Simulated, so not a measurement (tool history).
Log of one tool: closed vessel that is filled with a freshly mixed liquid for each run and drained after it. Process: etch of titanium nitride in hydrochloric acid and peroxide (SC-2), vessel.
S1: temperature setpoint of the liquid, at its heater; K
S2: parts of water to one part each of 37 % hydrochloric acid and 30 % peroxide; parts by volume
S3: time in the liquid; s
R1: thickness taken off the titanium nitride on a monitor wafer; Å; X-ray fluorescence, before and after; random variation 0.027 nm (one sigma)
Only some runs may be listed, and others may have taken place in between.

run	hour	S1	S2	S3	R1
1	0	326.15	8	160	52.516
2	4.2	327.15	8	160	55.746
3	5.7	327.15	8	160	55.524
4	12.1	327.15	8	120	41.798
5	19.1	327.15	6.5	120	48.888
6	24.1	327.65	6.5	120	50.782

Expected results for the next run?
7	29.7	328.15	6.5	120	?

{"run 7": {"R1": 52.602}}
